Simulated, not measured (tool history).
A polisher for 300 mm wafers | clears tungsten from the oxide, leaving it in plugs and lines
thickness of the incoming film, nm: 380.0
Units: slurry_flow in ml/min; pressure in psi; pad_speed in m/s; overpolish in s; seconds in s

run,hour,slurry_flow,pressure,pad_speed,slurry_solids,overpolish,seconds
1,0.0,260,2.4,1.38,1.0,10,106.68
2,3.3,260,2.1,1.34,1.0,10,125.29
3,8.6,260,1.9,1.30,1.0,10,139.75
4,14.1,260,1.9,1.30,1.0,7,141.18
5,18.4,260,1.9,1.44,1.0,7,127.88
6,23.6,260,1.7,1.38,1.0,7,148.73
7,24.2,260,1.6,1.36,1.0,7,159.21

The next listed run, before its measurement:
8,27.0,260,1.5,1.34,1.0,7,?

seconds: 173.73 s
